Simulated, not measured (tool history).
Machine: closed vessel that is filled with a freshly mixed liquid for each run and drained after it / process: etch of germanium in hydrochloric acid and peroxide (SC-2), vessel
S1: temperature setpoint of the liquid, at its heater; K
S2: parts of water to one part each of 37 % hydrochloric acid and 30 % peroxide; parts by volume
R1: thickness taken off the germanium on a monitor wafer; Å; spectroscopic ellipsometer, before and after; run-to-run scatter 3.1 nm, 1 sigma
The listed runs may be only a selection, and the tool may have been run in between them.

run 1 day=0.000 | S1=337.15 S2=11.5 time_in_the_liquid_(s)=95 | R1=4150.8
run 2 day=0.317 | S1=337.15 S2=11.5 time_in_the_liquid_(s)=105 | R1=4595.9
run 3 day=0.688 | S1=337.15 S2=11.5 time_in_the_liquid_(s)=105 | R1=4684.8
run 4 day=1.058 | S1=337.15 S2=11.5 time_in_the_liquid_(s)=95 | R1=4185.9
run 5 day=1.100 | S1=337.15 S2=15.0 time_in_the_liquid_(s)=95 | R1=3978.6
run 6 day=1.312 | S1=338.65 S2=15.0 time_in_the_liquid_(s)=95 | R1=4206.5

Run 7 has not been measured yet. What should we expect?
run 7 day=1.421 | S1=338.65 S2=15.0 time_in_the_liquid_(s)=95 | R1=?

{"run 7": {"R1": 4141.9}}

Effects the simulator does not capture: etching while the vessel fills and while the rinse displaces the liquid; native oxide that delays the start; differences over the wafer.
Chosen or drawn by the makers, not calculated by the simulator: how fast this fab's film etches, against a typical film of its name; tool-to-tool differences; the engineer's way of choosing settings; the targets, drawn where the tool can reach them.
